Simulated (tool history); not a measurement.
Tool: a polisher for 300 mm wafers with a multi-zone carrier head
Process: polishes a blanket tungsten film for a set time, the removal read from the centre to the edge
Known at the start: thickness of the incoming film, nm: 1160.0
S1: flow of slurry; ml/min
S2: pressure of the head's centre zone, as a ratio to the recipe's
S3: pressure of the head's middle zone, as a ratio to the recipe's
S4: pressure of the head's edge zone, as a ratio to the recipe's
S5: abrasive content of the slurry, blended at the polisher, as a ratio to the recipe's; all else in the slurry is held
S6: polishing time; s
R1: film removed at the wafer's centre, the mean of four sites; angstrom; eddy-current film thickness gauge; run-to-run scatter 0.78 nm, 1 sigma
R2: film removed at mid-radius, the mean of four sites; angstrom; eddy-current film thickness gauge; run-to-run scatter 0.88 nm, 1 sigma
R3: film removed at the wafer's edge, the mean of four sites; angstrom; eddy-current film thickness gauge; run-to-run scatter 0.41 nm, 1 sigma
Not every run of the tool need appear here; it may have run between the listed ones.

run,day,S1,S2,S3,S4,S5,S6,R1,R2,R3
1,0,140,1,1,1,1,38,930.03,996.77,946.43
2,0.362,140,1,0.97,1,1,38,968.29,987.2,962.27
3,0.446,140,0.97,0.97,1,1,38,905.11,956.02,947.38
4,0.738,165,0.97,0.97,1,1,38,945.45,970.34,966.07
5,0.9,165,0.95,0.96,0.98,0.95,37,903.5,949.52,913.24
6,1.017,160,0.94,0.94,0.99,0.9,36,841.43,893.9,897.99
7,1.071,160,0.94,0.93,0.98,0.85,35,839.79,853.8,854.57

Run 8 is up next; what results do you expect?
8,1.442,155,0.92,0.92,0.97,0.8,34,?,?,?

R1: 747.22 angstrom
R2: 816.22 angstrom
R3: 813.83 angstrom
